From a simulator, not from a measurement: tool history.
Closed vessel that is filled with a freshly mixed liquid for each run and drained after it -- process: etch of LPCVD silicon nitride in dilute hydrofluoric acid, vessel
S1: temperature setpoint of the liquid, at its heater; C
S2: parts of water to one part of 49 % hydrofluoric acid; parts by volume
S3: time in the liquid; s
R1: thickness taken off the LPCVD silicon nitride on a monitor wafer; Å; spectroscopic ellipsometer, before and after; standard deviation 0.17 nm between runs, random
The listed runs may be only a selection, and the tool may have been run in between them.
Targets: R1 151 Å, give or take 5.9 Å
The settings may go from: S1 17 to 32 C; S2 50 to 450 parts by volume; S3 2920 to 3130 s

run,hour,S1,S2,S3,R1
1,0,24,250,2920,47.007
2,8.3,24,200,2920,57.233
3,15.9,25,185,2925,69.51
4,19.2,25,145,2925,86.681
5,26.2,25.5,145,2925,91.301
6,34.2,26,145,2925,92.176
7,37.6,26.5,145,2925,94.504
8,38.9,27,140,2925,101.18
9,44.9,27.5,140,2925,103.97
10,45.5,28,140,2925,109.84
11,53,28.5,140,2925,110.66

Exactly one of the 4 candidate moves below puts every result within its allowed miss. Which one?
A,60.5,24.5,85,3130,?
B,60.5,28.5,100,3130,?
C,60.5,28.5,90,2960,?
D,60.5,28,155,2955,?

move,R1
A,152.67
B,168.34
C,176.88
D,99.198
A: all results land within tolerance of their targets
B: pushes the last run's worst result past its target
C: pushes the last run's worst result past its target
D: the biggest miss grows against the last run
Correct choice: A, which meets every target
